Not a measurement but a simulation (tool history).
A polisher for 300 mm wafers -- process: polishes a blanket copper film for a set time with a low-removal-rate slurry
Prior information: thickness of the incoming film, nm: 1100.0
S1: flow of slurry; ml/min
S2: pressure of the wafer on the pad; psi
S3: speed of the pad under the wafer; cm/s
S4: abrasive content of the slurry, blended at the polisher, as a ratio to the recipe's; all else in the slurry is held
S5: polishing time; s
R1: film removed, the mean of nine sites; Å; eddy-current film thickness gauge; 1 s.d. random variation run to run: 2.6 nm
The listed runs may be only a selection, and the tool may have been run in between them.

| run | day | S1 | S2 | S3 | S4 | S5 | R1 |
|---|---|---|---|---|---|---|---|
| 1 | 0.000 | 265 | 2.7 | 104 | 1.0 | 56 | 1387.3 |
| 2 | 0.225 | 265 | 2.8 | 104 | 1.0 | 56 | 1407.5 |
| 3 | 0.550 | 265 | 2.9 | 104 | 1.0 | 56 | 1460.5 |
| 4 | 0.921 | 265 | 2.5 | 104 | 1.0 | 56 | 1261.6 |
| 5 | 1.250 | 265 | 2.7 | 104 | 1.0 | 56 | 1409.5 |
| 6 | 1.333 | 265 | 2.8 | 104 | 1.0 | 56 | 1409.7 |
| 7 | 1.362 | 265 | 2.9 | 104 | 1.0 | 56 | 1496.7 |
| 8 | 1.438 | 265 | 3.0 | 104 | 1.0 | 56 | 1527.5 |
| 9 | 1.558 | 265 | 3.1 | 104 | 1.0 | 56 | 1583.6 |
| 10 | 1.721 | 265 | 3.2 | 104 | 1.0 | 56 | 1571.5 |
| 11 | 1.746 | 265 | 3.3 | 104 | 1.0 | 56 | 1590.4 |
| 12 | 1.842 | 265 | 3.4 | 104 | 1.0 | 56 | 1638.6 |

Expected results for the next run?
| 13 | 2.092 | 265 | 3.5 | 104 | 1.0 | 56 | ? |

{"run 13": {"R1": 1729.2}}
